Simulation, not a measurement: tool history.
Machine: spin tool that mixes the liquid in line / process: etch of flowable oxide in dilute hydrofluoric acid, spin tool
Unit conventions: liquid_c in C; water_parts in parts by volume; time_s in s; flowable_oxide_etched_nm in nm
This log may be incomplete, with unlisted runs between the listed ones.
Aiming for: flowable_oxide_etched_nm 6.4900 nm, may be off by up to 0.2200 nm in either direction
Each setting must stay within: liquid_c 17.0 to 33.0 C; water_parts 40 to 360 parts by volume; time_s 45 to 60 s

| run | hour | liquid_c | water_parts | time_s | flowable_oxide_etched_nm |
|---|---|---|---|---|---|
| 1 | 0.0 | 25.0 | 200 | 60 | 9.7197 |
| 2 | 2.9 | 25.0 | 200 | 60 | 9.5457 |
| 3 | 9.1 | 25.0 | 200 | 60 | 9.5885 |
| 4 | 16.7 | 25.0 | 245 | 60 | 7.4779 |
| 5 | 24.0 | 25.0 | 220 | 60 | 8.5851 |
| 6 | 26.6 | 26.5 | 220 | 60 | 9.1420 |
| 7 | 27.5 | 25.5 | 220 | 60 | 8.6701 |
| 8 | 36.1 | 24.5 | 220 | 60 | 8.5026 |
| 9 | 44.4 | 23.5 | 220 | 60 | 8.1403 |
| 10 | 49.1 | 19.5 | 225 | 60 | 6.8036 |

4 candidate next runs follow, results not yet known. Just one meets every target within its allowed miss. Identify it.
| A | 53.8 | 20.0 | 235 | 60 | ? |
| B | 53.8 | 18.5 | 205 | 60 | ? |
| C | 53.8 | 19.0 | 215 | 60 | ? |
| D | 53.8 | 18.0 | 210 | 60 | ? |

| move | flowable_oxide_etched_nm |
|---|---|
| A | 6.6469 |
| B | 7.3990 |
| C | 7.1259 |
| D | 7.0496 |
A: hits every target within its allowed miss
B: further off than the last run
C: further off than the last run
D: further off than the last run
Answer: A
